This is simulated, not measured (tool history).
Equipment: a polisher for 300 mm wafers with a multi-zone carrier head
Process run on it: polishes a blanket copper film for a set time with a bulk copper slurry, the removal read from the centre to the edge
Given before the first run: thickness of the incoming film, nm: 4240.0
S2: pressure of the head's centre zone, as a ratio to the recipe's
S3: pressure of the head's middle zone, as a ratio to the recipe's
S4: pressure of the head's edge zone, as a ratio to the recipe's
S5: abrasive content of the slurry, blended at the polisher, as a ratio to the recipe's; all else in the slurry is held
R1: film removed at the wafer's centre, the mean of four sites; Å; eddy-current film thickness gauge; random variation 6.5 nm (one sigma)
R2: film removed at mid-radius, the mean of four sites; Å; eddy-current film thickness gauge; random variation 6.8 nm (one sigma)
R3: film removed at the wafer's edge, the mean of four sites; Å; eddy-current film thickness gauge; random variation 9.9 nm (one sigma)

run 1 hour=0.0 | flow_of_slurry_(ml/min)=175 S2=1.00 S3=1.00 S4=1.00 S5=1.00 polishing_time_(s)=64 | R1=4836.0 R2=4912.5 R3=4986.2
run 2 hour=3.0 | flow_of_slurry_(ml/min)=175 S2=1.00 S3=1.00 S4=1.00 S5=1.00 polishing_time_(s)=76 | R1=5820.2 R2=5738.2 R3=5893.7
run 3 hour=5.4 | flow_of_slurry_(ml/min)=175 S2=1.00 S3=1.00 S4=1.00 S5=1.00 polishing_time_(s)=70 | R1=5401.0 R2=5379.9 R3=5388.2
run 4 hour=7.1 | flow_of_slurry_(ml/min)=185 S2=0.98 S3=1.05 S4=1.04 S5=1.10 polishing_time_(s)=71 | R1=5537.4 R2=5782.5 R3=5804.5
run 5 hour=15.9 | flow_of_slurry_(ml/min)=155 S2=0.98 S3=1.05 S4=1.04 S5=1.10 polishing_time_(s)=71 | R1=5299.4 R2=5673.6 R3=5704.2
-- hour=19.9 worn pad replaced by a new one
run 6 hour=19.9 | flow_of_slurry_(ml/min)=125 S2=0.98 S3=1.05 S4=1.04 S5=1.10 polishing_time_(s)=71 | R1=5595.3 R2=5972.1 R3=6092.1
run 7 hour=24.4 | flow_of_slurry_(ml/min)=120 S2=0.97 S3=1.09 S4=1.04 S5=1.15 polishing_time_(s)=72 | R1=5802.2 R2=6380.7 R3=6044.4
run 8 hour=33.2 | flow_of_slurry_(ml/min)=120 S2=0.95 S3=1.11 S4=1.06 S5=1.20 polishing_time_(s)=72 | R1=5659.1 R2=6644.4 R3=6143.0

What does the tool deliver on the next run?
run 9 hour=40.0 | flow_of_slurry_(ml/min)=120 S2=0.95 S3=1.12 S4=1.08 S5=1.25 polishing_time_(s)=72 | R1=? R2=? R3=?

R1: 5695.7 Å
R2: 6610.1 Å
R3: 6387.8 Å
